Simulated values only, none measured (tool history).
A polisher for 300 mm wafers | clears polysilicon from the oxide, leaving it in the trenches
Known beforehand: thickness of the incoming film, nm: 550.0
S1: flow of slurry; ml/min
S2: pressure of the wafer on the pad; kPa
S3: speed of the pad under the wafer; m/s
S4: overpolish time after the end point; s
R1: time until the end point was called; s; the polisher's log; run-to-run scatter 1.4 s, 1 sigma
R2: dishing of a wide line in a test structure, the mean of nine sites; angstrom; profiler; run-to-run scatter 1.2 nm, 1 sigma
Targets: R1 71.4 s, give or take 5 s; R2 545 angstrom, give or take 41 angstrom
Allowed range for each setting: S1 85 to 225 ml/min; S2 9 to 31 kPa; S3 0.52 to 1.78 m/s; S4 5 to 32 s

| run | hour | S1 | S2 | S3 | S4 | R1 | R2 |
|---|---|---|---|---|---|---|---|
| 1 | 0 | 145 | 20 | 1.14 | 16 | 28.292 | 696.56 |
| 2 | 4.4 | 145 | 18.6 | 1.1 | 15 | 31.28 | 728.43 |
| 3 | 12.5 | 145 | 18.6 | 1.1 | 18 | 31.536 | 720.04 |
| 4 | 18.9 | 145 | 14.5 | 1.1 | 18 | 40.176 | 719.08 |
| 5 | 25.9 | 140 | 13.8 | 1.06 | 17 | 44.275 | 723.58 |
| 6 | 31.8 | 115 | 13.8 | 1.06 | 17 | 44.038 | 706.44 |
| 7 | 39.5 | 110 | 13.8 | 1 | 16 | 46.298 | 648.42 |
| 8 | 43.9 | 105 | 13.1 | 0.98 | 15 | 49.591 | 666.97 |
| 9 | 50.8 | 105 | 13.1 | 0.92 | 14 | 52.302 | 621.23 |
| 10 | 57.6 | 105 | 13.1 | 0.9 | 13 | 55.177 | 602.48 |
| 11 | 66.5 | 100 | 11.7 | 0.86 | 11 | 64.646 | 522.41 |

Exercise: of the 4 proposed moves below, exactly one satisfies all targets within the stated allowed misses. Which move is it?
| A | 75.4 | 110 | 9.7 | 0.92 | 13 | ? | ? |
| B | 75.4 | 105 | 12.4 | 0.9 | 9 | ? | ? |
| C | 75.4 | 85 | 11.7 | 0.76 | 10 | ? | ? |
| D | 75.4 | 85 | 9.7 | 0.98 | 10 | ? | ? |

| move | R1 | R2 |
|---|---|---|
| A | 69.563 | 536.88 |
| B | 56.152 | 494.44 |
| C | 69.411 | 464.69 |
| D | 69.129 | 465.83 |
A: all results in spec
B: its largest miss is bigger than the last run's
C: brings the last run's worst result on target, with another outside its allowed miss
D: brings the last run's worst result on target, with another outside its allowed miss
The right move is A.
